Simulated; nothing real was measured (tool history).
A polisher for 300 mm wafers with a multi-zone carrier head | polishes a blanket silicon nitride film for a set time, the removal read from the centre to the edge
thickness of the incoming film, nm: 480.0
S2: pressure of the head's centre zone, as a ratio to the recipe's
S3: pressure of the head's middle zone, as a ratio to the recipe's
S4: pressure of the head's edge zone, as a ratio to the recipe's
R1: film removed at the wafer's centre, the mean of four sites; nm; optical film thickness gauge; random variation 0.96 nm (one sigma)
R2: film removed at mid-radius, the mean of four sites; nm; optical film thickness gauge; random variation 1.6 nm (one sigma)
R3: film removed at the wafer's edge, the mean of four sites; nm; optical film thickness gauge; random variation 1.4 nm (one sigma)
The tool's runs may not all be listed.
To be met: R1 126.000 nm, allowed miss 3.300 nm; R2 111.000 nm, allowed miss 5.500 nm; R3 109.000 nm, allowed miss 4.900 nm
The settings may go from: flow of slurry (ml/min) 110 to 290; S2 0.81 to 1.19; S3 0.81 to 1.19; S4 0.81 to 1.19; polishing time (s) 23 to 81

Run 1, hour 0.0: flow of slurry (ml/min) 185, S2 1.00, S3 1.00, S4 1.00, polishing time (s) 52. Result: R1 89.785 nm, R2 87.811 nm, R3 85.998 nm.
Run 2, hour 6.4: flow of slurry (ml/min) 185, S2 1.00, S3 0.93, S4 1.00, polishing time (s) 52. Result: R1 90.884 nm, R2 83.456 nm, R3 89.292 nm.
Run 3, hour 7.4: flow of slurry (ml/min) 185, S2 1.00, S3 0.93, S4 1.00, polishing time (s) 43. Result: R1 74.369 nm, R2 67.351 nm, R3 74.237 nm.
Run 4, hour 12.1: flow of slurry (ml/min) 145, S2 1.00, S3 0.93, S4 1.00, polishing time (s) 43. Result: R1 70.443 nm, R2 66.013 nm, R3 67.871 nm.
Run 5, hour 13.9: flow of slurry (ml/min) 175, S2 1.04, S3 0.98, S4 1.02, polishing time (s) 46. Result: R1 81.327 nm, R2 76.645 nm, R3 76.818 nm.
Run 6, hour 17.8: flow of slurry (ml/min) 175, S2 1.10, S3 0.98, S4 1.02, polishing time (s) 46. Result: R1 85.913 nm, R2 74.964 nm, R3 78.584 nm.
Run 7, hour 23.8: flow of slurry (ml/min) 195, S2 1.12, S3 1.02, S4 1.03, polishing time (s) 48. Result: R1 93.895 nm, R2 84.261 nm, R3 83.427 nm.
At hour 30.1: edge zone pressure recalibrated.
Run 8, hour 30.1: flow of slurry (ml/min) 215, S2 1.14, S3 1.03, S4 1.05, polishing time (s) 50. Result: R1 100.940 nm, R2 87.703 nm, R3 88.420 nm.

Which of these 5 next moves meets every target?
Run A, hour 36.4: flow of slurry (ml/min) 220, S2 1.10, S3 1.19, S4 1.03, polishing time (s) 39. Result: R1 ?, R2 ?, R3 ?.
Run B, hour 36.4: flow of slurry (ml/min) 145, S2 1.19, S3 1.08, S4 1.10, polishing time (s) 46. Result: R1 ?, R2 ?, R3 ?.
Run C, hour 36.4: flow of slurry (ml/min) 205, S2 0.96, S3 0.94, S4 1.11, polishing time (s) 67. Result: R1 ?, R2 ?, R3 ?.
Run D, hour 36.4: flow of slurry (ml/min) 220, S2 1.15, S3 1.05, S4 1.02, polishing time (s) 61. Result: R1 ?, R2 ?, R3 ?.
Run E, hour 36.4: flow of slurry (ml/min) 200, S2 1.19, S3 1.05, S4 1.01, polishing time (s) 54. Result: R1 ?, R2 ?, R3 ?.

move       R1       R2       R3
   A   77.938   78.885   67.137
   B   91.346   79.304   77.515
   C  115.190  109.790  119.200
   D  127.360  110.790  104.700
   E  114.860   96.669   91.271
A: further off than the last run
B: further off than the last run
C: nearer than the last run, and not there yet
D: meets every target
E: nearer than the last run, and not there yet
Move D is the one to make.
